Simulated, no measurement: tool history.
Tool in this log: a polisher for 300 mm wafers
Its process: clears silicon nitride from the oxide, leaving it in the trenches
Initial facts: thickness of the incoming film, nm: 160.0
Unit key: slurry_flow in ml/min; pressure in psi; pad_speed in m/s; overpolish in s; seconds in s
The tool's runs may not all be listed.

Run 1, day 0: slurry_flow 200 ml/min, pressure 3.4 psi, pad_speed 1.14 m/s, overpolish 16 s. Result: seconds 109.65 s.
Run 2, day 0.142: slurry_flow 200 ml/min, pressure 3 psi, pad_speed 1.14 m/s, overpolish 16 s. Result: seconds 120.17 s.
Run 3, day 0.292: slurry_flow 200 ml/min, pressure 3 psi, pad_speed 1.14 m/s, overpolish 12 s. Result: seconds 115.22 s.
Run 4, day 0.425: slurry_flow 200 ml/min, pressure 3.7 psi, pad_speed 1.14 m/s, overpolish 12 s. Result: seconds 102.29 s.
Run 5, day 0.696: slurry_flow 200 ml/min, pressure 3.7 psi, pad_speed 1.14 m/s, overpolish 16 s. Result: seconds 102.97 s.
Run 6, day 0.771: slurry_flow 160 ml/min, pressure 3.7 psi, pad_speed 1.14 m/s, overpolish 16 s. Result: seconds 105.99 s.
Run 7, day 1.025: slurry_flow 160 ml/min, pressure 3.2 psi, pad_speed 1.1 m/s, overpolish 16 s. Result: seconds 121.47 s.
Run 8, day 1.329: slurry_flow 160 ml/min, pressure 2.8 psi, pad_speed 1.06 m/s, overpolish 16 s. Result: seconds 131.81 s.

Run 9, settings as shown, results not yet in. Your forecast:
Run 9, day 1.558: slurry_flow 160 ml/min, pressure 2.5 psi, pad_speed 1.02 m/s, overpolish 16 s. Result: seconds ?.

{"run 9": {"seconds": 146.17}}
